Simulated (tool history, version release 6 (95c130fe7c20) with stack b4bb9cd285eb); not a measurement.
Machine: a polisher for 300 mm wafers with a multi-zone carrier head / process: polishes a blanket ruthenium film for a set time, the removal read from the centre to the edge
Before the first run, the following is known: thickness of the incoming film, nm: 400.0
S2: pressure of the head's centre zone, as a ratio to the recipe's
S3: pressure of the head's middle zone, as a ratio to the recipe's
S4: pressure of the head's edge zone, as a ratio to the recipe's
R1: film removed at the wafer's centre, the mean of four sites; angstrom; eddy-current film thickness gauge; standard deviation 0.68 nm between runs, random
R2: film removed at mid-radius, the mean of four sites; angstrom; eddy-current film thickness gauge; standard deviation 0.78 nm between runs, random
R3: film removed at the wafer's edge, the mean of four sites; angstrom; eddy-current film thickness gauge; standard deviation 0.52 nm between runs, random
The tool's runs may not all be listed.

run 1 day=0.000 | flow_of_slurry_(ml/min)=120 S2=1.00 S3=1.00 S4=1.00 polishing_time_(s)=42 | R1=439.87 R2=448.76 R3=437.28
run 2 day=0.092 | flow_of_slurry_(ml/min)=125 S2=0.99 S3=0.99 S4=1.03 polishing_time_(s)=43 | R1=457.82 R2=469.84 R3=446.71
run 3 day=0.425 | flow_of_slurry_(ml/min)=115 S2=0.97 S3=0.97 S4=1.03 polishing_time_(s)=46 | R1=471.46 R2=472.11 R3=471.42
run 4 day=0.612 | flow_of_slurry_(ml/min)=115 S2=0.97 S3=0.90 S4=1.03 polishing_time_(s)=46 | R1=472.23 R2=453.67 R3=481.97
run 5 day=0.767 | flow_of_slurry_(ml/min)=120 S2=0.95 S3=0.89 S4=1.05 polishing_time_(s)=47 | R1=482.19 R2=448.46 R3=493.07
run 6 day=1.138 | flow_of_slurry_(ml/min)=120 S2=0.95 S3=0.89 S4=1.05 polishing_time_(s)=57 | R1=571.11 R2=547.82 R3=605.57
run 7 day=1.362 | flow_of_slurry_(ml/min)=120 S2=0.94 S3=0.90 S4=1.05 polishing_time_(s)=57 | R1=567.60 R2=562.00 R3=600.00

Run 8 is up next; what results do you expect?
run 8 day=1.729 | flow_of_slurry_(ml/min)=120 S2=0.93 S3=0.90 S4=1.06 polishing_time_(s)=57 | R1=? R2=? R3=?

{"run 8": {"R1": 571.16, "R2": 557.04, "R3": 597.05}}
